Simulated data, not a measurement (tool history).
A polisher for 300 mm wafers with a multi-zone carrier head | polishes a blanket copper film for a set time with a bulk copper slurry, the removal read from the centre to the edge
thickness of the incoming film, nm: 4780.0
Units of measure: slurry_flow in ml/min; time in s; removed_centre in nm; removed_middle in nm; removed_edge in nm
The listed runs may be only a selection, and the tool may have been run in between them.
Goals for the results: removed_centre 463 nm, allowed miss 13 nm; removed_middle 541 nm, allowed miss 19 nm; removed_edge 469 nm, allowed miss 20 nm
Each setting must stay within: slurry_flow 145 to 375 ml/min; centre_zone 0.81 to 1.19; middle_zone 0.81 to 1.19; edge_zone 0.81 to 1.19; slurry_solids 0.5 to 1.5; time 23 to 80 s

run	hour	slurry_flow	centre_zone	middle_zone	edge_zone	slurry_solids	time	removed_centre	removed_middle	removed_edge
1	0	240	1	1	1	1	51	640.47	668.75	648.7
2	3.5	240	1	1	1	1	59	748.18	762.29	747.71
3	10	240	0.99	1	0.98	0.95	57	711.16	749.39	707.01
4	14.2	235	0.98	0.99	0.97	0.9	56	678.86	703.61	700.9
5	15.5	245	0.98	1	0.97	0.85	54	647.62	694.67	652.35
6	18.6	250	0.97	1	0.96	0.8	53	628.9	656.71	642.51
7	19.2	250	0.97	1.01	0.95	0.75	52	601.62	656.46	599.4
8	25.6	250	0.96	1.01	0.94	0.7	51	581.48	621.13	593.93
9	27.5	250	0.96	1.02	0.93	0.7	50	567.76	612.34	571.73
10	29.1	250	0.95	1.03	0.92	0.7	50	561.62	631.27	568.1
11	37.5	225	0.9	0.99	0.82	0.5	45	440.61	497.18	450.21
12	44.3	230	0.9	0.99	0.82	0.5	45	442.71	502.58	445.47
13	45.5	275	0.91	1.04	0.88	0.6	45	477.97	559.83	491.95
14	46.5	270	0.91	1.04	0.88	0.6	45	485.58	551.54	491.94
15	49.2	265	0.91	1.04	0.88	0.6	45	470.17	551.1	492.47

Pick the move, out of 4, that brings all results within their allowed miss; only one does.
A	51.9	240	0.85	1.01	0.95	0.55	47	?	?	?
B	51.9	285	0.85	1.02	0.9	0.65	45	?	?	?
C	51.9	315	0.91	1.06	0.89	0.5	44	?	?	?
D	51.9	235	0.85	1.03	0.95	0.6	47	?	?	?

move	removed_centre	removed_middle	removed_edge
A	461.12	537.15	515.35
B	468.22	548.75	506.57
C	462.63	528.88	468.88
D	468.55	555.03	523.95
A: its largest miss is bigger than the last run's
B: its largest miss is bigger than the last run's
C: hits every target within its allowed miss
D: its largest miss is bigger than the last run's
The move that meets every target is C.
